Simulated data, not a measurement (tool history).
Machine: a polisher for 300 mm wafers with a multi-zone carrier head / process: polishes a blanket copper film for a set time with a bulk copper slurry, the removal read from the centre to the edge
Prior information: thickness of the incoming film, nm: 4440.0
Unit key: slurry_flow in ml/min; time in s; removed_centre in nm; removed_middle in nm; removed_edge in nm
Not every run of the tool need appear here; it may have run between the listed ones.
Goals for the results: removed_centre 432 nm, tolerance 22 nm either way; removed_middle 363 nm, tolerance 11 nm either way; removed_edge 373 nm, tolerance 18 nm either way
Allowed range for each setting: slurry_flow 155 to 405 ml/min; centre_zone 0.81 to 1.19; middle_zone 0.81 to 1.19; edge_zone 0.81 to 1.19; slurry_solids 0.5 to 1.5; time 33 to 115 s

run  hour  slurry_flow  centre_zone  middle_zone  edge_zone  slurry_solids  time  removed_centre  removed_middle  removed_edge
  1     0          260            1            1          1              1    73          406.12          391.41        414.03
  2   5.2          260         0.95            1          1              1    73           387.8          395.13        409.79
  3   8.7          260         0.95         1.06          1              1    73          387.11          407.94         415.4
  4  15.9          260         0.95         1.02          1              1    73          397.49          394.82        402.11
  5  23.8          260         0.96         0.96       0.95           1.05    73          397.23          385.41        414.21
  6  31.2          260         0.89         0.96       0.95           1.05    73          367.04          385.52        402.06
  7  39.5          275         0.96         0.97       0.92            0.9    73           391.7          379.43        385.01
  8    43          280         0.99         0.95        0.9           0.85    73          398.17          367.99        374.99

Below are 4 possible settings for the next run. Only one of them brings all results inside the allowed miss of their targets. Which is it?
  A  46.5          275         1.07         0.92       0.83              1    72               ?               ?             ?
  B  46.5          235            1         0.91       0.94           0.75    75               ?               ?             ?
  C  46.5          205         1.15         1.02       0.81           0.65    80               ?               ?             ?
  D  46.5          240         0.94         0.93       0.86            0.9    74               ?               ?             ?

move  removed_centre  removed_middle  removed_edge
   A          432.64          362.89         377.1
   B          374.84           334.6        372.83
   C          427.57           362.8         347.3
   D          370.42          357.88        375.93
A: meets every target
B: its largest miss is bigger than the last run's
C: meets the target for the result that was furthest off, but another lies outside its allowed miss
D: its largest miss is bigger than the last run's
Move A is the one to make.
